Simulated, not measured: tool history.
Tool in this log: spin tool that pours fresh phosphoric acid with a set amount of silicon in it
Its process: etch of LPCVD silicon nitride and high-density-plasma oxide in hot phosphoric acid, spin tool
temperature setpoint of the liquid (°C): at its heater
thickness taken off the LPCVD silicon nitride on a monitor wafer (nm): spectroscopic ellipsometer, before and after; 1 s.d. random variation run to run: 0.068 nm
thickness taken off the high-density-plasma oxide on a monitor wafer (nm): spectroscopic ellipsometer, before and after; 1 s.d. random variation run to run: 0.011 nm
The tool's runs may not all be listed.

| run | day | temperature setpoint of the liquid (°C) | silicon dissolved in the acid as it is poured (mg a litre) | time under the liquid (s) | thickness taken off the LPCVD silicon nitride on a monitor wafer (nm) | thickness taken off the high-density-plasma oxide on a monitor wafer (nm) |
|---|---|---|---|---|---|---|
| 1 | 0.000 | 162.0 | 29.0 | 180 | 14.7310 | 0.40498 |
| 2 | 0.238 | 162.0 | 29.0 | 130 | 10.6840 | 0.26048 |
| 3 | 0.412 | 160.5 | 29.0 | 125 | 9.5220 | 0.23428 |
| 4 | 0.788 | 160.5 | 29.0 | 90 | 7.0267 | 0.16834 |
| 5 | 0.917 | 161.5 | 30.5 | 90 | 7.2685 | 0.17453 |
| 6 | 1.267 | 163.0 | 33.0 | 95 | 8.0571 | 0.17865 |
| 7 | 1.525 | 163.5 | 34.0 | 95 | 8.1254 | 0.19248 |
| 8 | 1.654 | 164.0 | 36.0 | 100 | 8.6930 | 0.17006 |
| 9 | 1.896 | 164.0 | 35.5 | 100 | 8.6630 | 0.19073 |
| 10 | 2.104 | 164.0 | 36.5 | 100 | 8.6723 | 0.18167 |
| 11 | 2.200 | 164.0 | 37.0 | 100 | 8.7082 | 0.16552 |
| 12 | 2.521 | 164.0 | 36.5 | 100 | 8.6545 | 0.18709 |
| 13 | 2.717 | 164.0 | 37.0 | 100 | 8.6726 | 0.18890 |
| 14 | 3.004 | 164.0 | 38.0 | 100 | 8.6904 | 0.16592 |
| 15 | 3.138 | 164.0 | 37.5 | 100 | 8.6820 | 0.15956 |

Run 16 is up next; what results do you expect?
| 16 | 3.500 | 164.0 | 37.0 | 100 | ? | ? |

For run 16 the tool returned thickness taken off the LPCVD silicon nitride on a monitor wafer (nm) 8.7028, thickness taken off the high-density-plasma oxide on a monitor wafer (nm) 0.16693.

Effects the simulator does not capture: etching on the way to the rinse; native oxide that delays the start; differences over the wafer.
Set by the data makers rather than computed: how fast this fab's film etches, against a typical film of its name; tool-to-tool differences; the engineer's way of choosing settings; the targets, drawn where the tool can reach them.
